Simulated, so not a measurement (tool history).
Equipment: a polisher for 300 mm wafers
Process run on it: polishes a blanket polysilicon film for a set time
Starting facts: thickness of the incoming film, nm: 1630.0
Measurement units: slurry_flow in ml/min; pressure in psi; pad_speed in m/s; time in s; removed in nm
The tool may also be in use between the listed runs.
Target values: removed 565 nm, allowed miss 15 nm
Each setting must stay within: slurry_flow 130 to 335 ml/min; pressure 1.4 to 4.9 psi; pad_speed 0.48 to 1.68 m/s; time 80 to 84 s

run 1 hour=0 | slurry_flow=215 pressure=3.1 pad_speed=1.08 time=80 | removed=740.8
run 2 hour=5.6 | slurry_flow=215 pressure=3 pad_speed=1.08 time=80 | removed=728.53
run 3 hour=11.6 | slurry_flow=215 pressure=3.3 pad_speed=1.08 time=80 | removed=775.45
run 4 hour=13.1 | slurry_flow=265 pressure=3.3 pad_speed=1.08 time=80 | removed=787.72
run 5 hour=14.1 | slurry_flow=245 pressure=3.3 pad_speed=1.08 time=80 | removed=788.78
run 6 hour=21.5 | slurry_flow=245 pressure=3.1 pad_speed=1.08 time=80 | removed=757.18
run 7 hour=29.9 | slurry_flow=245 pressure=2.9 pad_speed=1.08 time=80 | removed=715.11
run 8 hour=33.7 | slurry_flow=245 pressure=2.8 pad_speed=1.08 time=80 | removed=700.89
run 9 hour=42.5 | slurry_flow=245 pressure=2.7 pad_speed=1.08 time=80 | removed=686.81

Which of these 5 next moves meets every target?
run A hour=51.3 | slurry_flow=275 pressure=2 pad_speed=1.02 time=80 | removed=?
run B hour=51.3 | slurry_flow=225 pressure=2.6 pad_speed=0.88 time=80 | removed=?
run C hour=51.3 | slurry_flow=210 pressure=2.7 pad_speed=0.76 time=80 | removed=?
run D hour=51.3 | slurry_flow=225 pressure=2.9 pad_speed=0.88 time=82 | removed=?
run E hour=51.3 | slurry_flow=190 pressure=2.7 pad_speed=0.92 time=80 | removed=?

move=A removed=536.85
move=B removed=540.46
move=C removed=478.13
move=D removed=596.89
move=E removed=568.25
A: pushes the last run's worst result past its target
B: pushes the last run's worst result past its target
C: pushes the last run's worst result past its target
D: nearer than the last run, and not there yet
E: in spec on every target
Correct choice: E, which meets every target
